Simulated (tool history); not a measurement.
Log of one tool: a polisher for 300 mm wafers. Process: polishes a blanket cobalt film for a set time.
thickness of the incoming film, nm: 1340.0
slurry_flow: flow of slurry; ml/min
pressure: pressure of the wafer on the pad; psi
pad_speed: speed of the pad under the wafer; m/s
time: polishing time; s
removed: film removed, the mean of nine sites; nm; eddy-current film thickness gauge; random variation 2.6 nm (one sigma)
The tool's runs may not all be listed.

run 1 hour=0.0 | slurry_flow=270 pressure=1.7 pad_speed=0.78 time=46 | removed=186.55
run 2 hour=6.3 | slurry_flow=270 pressure=1.8 pad_speed=0.78 time=46 | removed=195.01
run 3 hour=12.4 | slurry_flow=270 pressure=1.8 pad_speed=0.78 time=42 | removed=181.29
run 4 hour=17.7 | slurry_flow=270 pressure=1.8 pad_speed=0.58 time=42 | removed=139.19
run 5 hour=20.6 | slurry_flow=235 pressure=1.8 pad_speed=0.58 time=42 | removed=138.47
run 6 hour=26.6 | slurry_flow=235 pressure=1.8 pad_speed=0.46 time=42 | removed=117.54

The next listed run, before its measurement:
run 7 hour=34.9 | slurry_flow=235 pressure=1.9 pad_speed=0.50 time=42 | removed=?

Run 7 gave removed 128.91 nm.
